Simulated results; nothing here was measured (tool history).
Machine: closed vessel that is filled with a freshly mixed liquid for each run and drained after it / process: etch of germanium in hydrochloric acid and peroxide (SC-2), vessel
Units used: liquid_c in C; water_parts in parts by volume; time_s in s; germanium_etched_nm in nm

run,hour,liquid_c,water_parts,time_s,germanium_etched_nm
1,0,54,5.5,30,74.997
2,5.9,54,5.5,30,74.588
3,12.8,54,5.5,30,75.952
4,16.3,54,5.5,30,74.605
5,20.5,61,5.5,30,93.022
6,26,66,5.5,30,105.44

Run 7 comes next. What will it give?
7,28.9,63,5.5,30,?

{"run 7": {"germanium_etched_nm": 97.622}}
